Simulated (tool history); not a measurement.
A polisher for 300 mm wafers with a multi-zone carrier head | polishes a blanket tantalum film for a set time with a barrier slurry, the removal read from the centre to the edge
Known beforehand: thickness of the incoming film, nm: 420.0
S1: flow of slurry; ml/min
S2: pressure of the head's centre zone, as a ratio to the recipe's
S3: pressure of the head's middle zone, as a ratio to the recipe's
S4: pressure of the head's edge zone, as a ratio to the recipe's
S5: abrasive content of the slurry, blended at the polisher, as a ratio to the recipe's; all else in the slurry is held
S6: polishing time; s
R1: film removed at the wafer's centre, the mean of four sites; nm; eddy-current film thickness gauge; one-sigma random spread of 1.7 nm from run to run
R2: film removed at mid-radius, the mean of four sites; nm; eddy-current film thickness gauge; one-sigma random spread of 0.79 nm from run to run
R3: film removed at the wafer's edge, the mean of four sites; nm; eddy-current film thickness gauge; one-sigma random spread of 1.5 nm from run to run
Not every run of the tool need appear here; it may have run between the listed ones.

run  hour   S1    S2    S3    S4    S5  S6      R1      R2      R3
  1     0  265     1     1     1     1  85  143.44   140.9  137.28
  2   4.6  255     1  0.96  1.01  0.95  85  138.77  133.09  135.26
  3   5.5  245  1.01  0.93  1.02   0.9  85  137.08  127.94  134.25
  4  11.9  245  1.01  0.93  1.02   0.9  75  118.82  113.23  116.17
  5  14.3  245  1.01  0.93  1.02     1  75  123.49  116.37  120.32
  6  23.4  245  1.01  0.88  1.02     1  75  121.67  112.42  119.95

Run 7, settings as shown, results not yet in. Your forecast:
  7  28.1  240  1.03  0.86  1.05   1  75   ?   ?   ?

R1: 128.88 nm
R2: 111.72 nm
R3: 124.15 nm
